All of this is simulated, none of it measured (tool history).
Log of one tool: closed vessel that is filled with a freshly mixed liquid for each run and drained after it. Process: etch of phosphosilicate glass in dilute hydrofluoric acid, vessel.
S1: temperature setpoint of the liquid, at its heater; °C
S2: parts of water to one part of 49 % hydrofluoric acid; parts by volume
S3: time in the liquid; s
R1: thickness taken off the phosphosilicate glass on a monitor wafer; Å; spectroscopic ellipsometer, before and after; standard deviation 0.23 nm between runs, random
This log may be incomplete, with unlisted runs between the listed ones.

run  hour    S1   S2   S3      R1
  1   0.0  22.0  180  105  304.94
  2   7.5  21.5  180  105  301.31
  3  15.2  21.5  180  110  310.88
  4  18.4  21.0  180  110  312.15
  5  21.4  21.0  150  110  391.30
     24.7  -- thermometer replaced
  6  24.7  21.0  150  105  388.98
  7  30.9  20.5  155  105  365.43
  8  35.0  20.5  160  105  350.72
  9  37.4  20.5  165  105  336.91
 10  41.7  20.5  170  105  328.64
 11  49.3  20.5  175  105  319.86
 12  51.5  20.5  180  105  302.64
 13  60.2  20.5  185  105  292.57
 14  61.7  20.5  190  105  288.13
 15  67.3  20.5  195  105  283.15

The next listed run, before its measurement:
 16  73.6  20.5  200  105   ?

Run 16 gave R1 270.55 Å.
